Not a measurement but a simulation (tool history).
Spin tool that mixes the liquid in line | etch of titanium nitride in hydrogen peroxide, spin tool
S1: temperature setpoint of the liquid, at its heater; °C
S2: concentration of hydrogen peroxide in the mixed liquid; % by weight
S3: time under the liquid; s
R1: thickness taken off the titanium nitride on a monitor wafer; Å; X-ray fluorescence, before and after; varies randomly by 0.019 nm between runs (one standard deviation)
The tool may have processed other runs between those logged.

run	day	S1	S2	S3	R1
1	0	49	23.5	90	38.478
2	0.262	49	23.5	90	37.985
3	0.362	49	23.5	90	37.498
4	0.479	48	23.5	90	34.947
5	0.625	52.5	23.5	90	48.994
6	0.917	52.5	21.5	90	47.954

Run 7 has not been measured yet. What should we expect?
7	1.292	50	21.5	90	?

{"run 7": {"R1": 39.598}}

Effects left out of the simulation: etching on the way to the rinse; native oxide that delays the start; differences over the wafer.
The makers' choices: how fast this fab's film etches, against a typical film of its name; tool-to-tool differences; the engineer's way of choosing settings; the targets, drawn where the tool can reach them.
